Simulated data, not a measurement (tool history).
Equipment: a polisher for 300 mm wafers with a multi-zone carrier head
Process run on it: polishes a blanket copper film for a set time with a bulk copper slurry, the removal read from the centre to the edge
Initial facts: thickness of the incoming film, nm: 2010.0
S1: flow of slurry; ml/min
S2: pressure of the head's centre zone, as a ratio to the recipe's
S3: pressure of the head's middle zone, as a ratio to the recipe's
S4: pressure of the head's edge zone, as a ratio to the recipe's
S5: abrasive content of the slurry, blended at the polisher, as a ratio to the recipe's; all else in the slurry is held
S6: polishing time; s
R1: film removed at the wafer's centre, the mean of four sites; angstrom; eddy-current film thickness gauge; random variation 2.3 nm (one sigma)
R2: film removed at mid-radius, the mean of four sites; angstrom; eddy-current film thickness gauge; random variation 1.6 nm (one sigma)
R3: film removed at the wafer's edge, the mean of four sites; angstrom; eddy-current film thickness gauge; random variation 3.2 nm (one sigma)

| run | day | S1 | S2 | S3 | S4 | S5 | S6 | R1 | R2 | R3 |
|---|---|---|---|---|---|---|---|---|---|---|
| 1 | 0 | 185 | 1 | 1 | 1 | 1 | 48 | 4966.5 | 5068.1 | 5191.1 |
| 2 | 0.042 | 175 | 0.99 | 0.96 | 0.99 | 0.9 | 45 | 4496.3 | 4474.1 | 4590.4 |
| 3 | 0.312 | 165 | 0.98 | 0.93 | 1.02 | 0.85 | 42 | 4017.9 | 3947.3 | 4305.4 |
| 4 | 0.417 | 160 | 0.97 | 0.91 | 1.02 | 0.8 | 40 | 3821.1 | 3592.2 | 4116.6 |
| 5 | 0.683 | 160 | 0.97 | 0.91 | 1.02 | 0.8 | 32 | 2982.8 | 2919 | 3260.5 |
| 6 | 0.996 | 205 | 0.97 | 0.91 | 1.02 | 0.8 | 32 | 3156.1 | 3051.5 | 3391.2 |
| 7 | 1.062 | 195 | 0.96 | 0.89 | 1.01 | 0.8 | 32 | 3138.7 | 2975.6 | 3330.3 |
| 8 | 1.367 | 185 | 0.95 | 0.88 | 1 | 0.8 | 32 | 3019.5 | 2914.8 | 3270.9 |
| 9 | 1.712 | 175 | 0.95 | 0.87 | 1 | 0.8 | 32 | 3043.4 | 2840.3 | 3282.8 |
| 10 | 1.933 | 130 | 0.89 | 0.83 | 0.92 | 0.7 | 32 | 2565.7 | 2504.1 | 2920.3 |
| 11 | 2.175 | 135 | 0.9 | 0.83 | 0.93 | 0.7 | 32 | 2623.7 | 2556.9 | 2916.6 |
| 12 | 2.417 | 140 | 0.9 | 0.83 | 0.94 | 0.7 | 32 | 2654.2 | 2538.9 | 3043.9 |

Run 13 is up next; what results do you expect?
| 13 | 2.596 | 145 | 0.9 | 0.83 | 0.94 | 0.7 | 32 | ? | ? | ? |

Run 13 produced R1 2650.6 angstrom, R2 2585.1 angstrom, R3 3026.3 angstrom.

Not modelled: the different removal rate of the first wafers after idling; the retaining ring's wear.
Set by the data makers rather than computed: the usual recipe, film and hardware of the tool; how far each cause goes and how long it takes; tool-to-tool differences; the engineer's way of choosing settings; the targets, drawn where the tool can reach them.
